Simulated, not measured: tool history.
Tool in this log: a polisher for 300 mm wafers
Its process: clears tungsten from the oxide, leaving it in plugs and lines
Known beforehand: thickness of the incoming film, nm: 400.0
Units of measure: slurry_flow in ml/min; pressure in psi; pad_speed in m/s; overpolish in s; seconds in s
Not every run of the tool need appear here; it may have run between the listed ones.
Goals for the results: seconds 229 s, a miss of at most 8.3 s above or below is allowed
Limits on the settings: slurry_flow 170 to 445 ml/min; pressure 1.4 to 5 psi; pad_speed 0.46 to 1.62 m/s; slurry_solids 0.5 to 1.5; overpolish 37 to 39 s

{"run": 1, "day": 0.0, "slurry_flow": 285, "pressure": 3.2, "pad_speed": 1.04, "slurry_solids": 1, "overpolish": 37, "seconds": 106.62}
{"run": 2, "day": 0.1, "slurry_flow": 285, "pressure": 2.9, "pad_speed": 1, "slurry_solids": 1, "overpolish": 37, "seconds": 120.02}
{"run": 3, "day": 0.329, "slurry_flow": 225, "pressure": 2.9, "pad_speed": 1, "slurry_solids": 1, "overpolish": 37, "seconds": 124.87}
{"run": 4, "day": 0.504, "slurry_flow": 225, "pressure": 2.6, "pad_speed": 0.98, "slurry_solids": 1, "overpolish": 37, "seconds": 139.86}
{"run": 5, "day": 0.658, "slurry_flow": 225, "pressure": 2.4, "pad_speed": 0.96, "slurry_solids": 1, "overpolish": 37, "seconds": 155.95}
{"run": 6, "day": 0.958, "slurry_flow": 225, "pressure": 2.2, "pad_speed": 0.96, "slurry_solids": 1, "overpolish": 37, "seconds": 166.79}
{"run": 7, "day": 1.167, "slurry_flow": 225, "pressure": 2.1, "pad_speed": 0.96, "slurry_solids": 1, "overpolish": 37, "seconds": 175.3}
{"run": 8, "day": 1.446, "slurry_flow": 225, "pressure": 2, "pad_speed": 0.96, "slurry_solids": 1, "overpolish": 37, "seconds": 187.16}
{"run": 9, "day": 1.521, "slurry_flow": 225, "pressure": 1.9, "pad_speed": 0.96, "slurry_solids": 1, "overpolish": 37, "seconds": 191.71}
{"day": 1.604, "done": "slurry nozzle cleaned"}
{"run": 10, "day": 1.604, "slurry_flow": 225, "pressure": 1.8, "pad_speed": 0.96, "slurry_solids": 1, "overpolish": 37, "seconds": 193.97}
{"run": 11, "day": 1.654, "slurry_flow": 225, "pressure": 1.7, "pad_speed": 0.96, "slurry_solids": 1, "overpolish": 37, "seconds": 204.7}

Of the 5 settings listed for the next run, only one would bring every result within its allowed miss of target. Which one?
{"run": "A", "day": 1.704, "slurry_flow": 230, "pressure": 1.6, "pad_speed": 1.02, "slurry_solids": 1, "overpolish": 39, "seconds": "?"}
{"run": "B", "day": 1.704, "slurry_flow": 245, "pressure": 1.6, "pad_speed": 0.78, "slurry_solids": 1, "overpolish": 37, "seconds": "?"}
{"run": "C", "day": 1.704, "slurry_flow": 260, "pressure": 1.6, "pad_speed": 0.96, "slurry_solids": 0.75, "overpolish": 39, "seconds": "?"}
{"run": "D", "day": 1.704, "slurry_flow": 305, "pressure": 1.7, "pad_speed": 0.88, "slurry_solids": 0.95, "overpolish": 37, "seconds": "?"}
{"run": "E", "day": 1.704, "slurry_flow": 185, "pressure": 1.4, "pad_speed": 0.94, "slurry_solids": 1.05, "overpolish": 39, "seconds": "?"}

move=A seconds=201.08
move=B seconds=243.65
move=C seconds=224.79
move=D seconds=209.29
move=E seconds=245.83
A: the biggest miss grows against the last run
B: takes the biggest miss from the last run beyond its target
C: all results land within tolerance of their targets
D: nearer than the last run, and not there yet
E: takes the biggest miss from the last run beyond its target
Move C is the one to make.
